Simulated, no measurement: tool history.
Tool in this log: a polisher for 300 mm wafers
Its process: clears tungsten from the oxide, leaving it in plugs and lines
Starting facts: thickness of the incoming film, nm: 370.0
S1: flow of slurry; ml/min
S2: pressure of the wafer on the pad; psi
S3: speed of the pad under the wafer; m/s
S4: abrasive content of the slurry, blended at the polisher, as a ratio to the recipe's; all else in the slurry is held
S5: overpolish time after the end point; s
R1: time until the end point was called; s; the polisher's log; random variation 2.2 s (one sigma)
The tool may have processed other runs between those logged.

| run | hour | S1 | S2 | S3 | S4 | S5 | R1 |
|---|---|---|---|---|---|---|---|
| 1 | 0 | 260 | 3.8 | 0.84 | 1 | 14 | 84.285 |
| 2 | 4.4 | 290 | 3.8 | 0.84 | 1 | 14 | 84.669 |
| 3 | 9.1 | 290 | 3.2 | 0.78 | 1 | 14 | 107.24 |
| 4 | 17.7 | 290 | 2.4 | 0.78 | 1 | 14 | 139.68 |
| 5 | 25.4 | 290 | 2.4 | 0.9 | 1 | 14 | 122.51 |
| 6 | 29.8 | 290 | 2 | 0.9 | 1 | 14 | 144.49 |
| 7 | 31.5 | 290 | 1.9 | 0.86 | 1 | 14 | 162.57 |

The next listed run, before its measurement:
| 8 | 40 | 280 | 1.8 | 0.86 | 1 | 14 | ? |

{"run 8": {"R1": 172.85}}
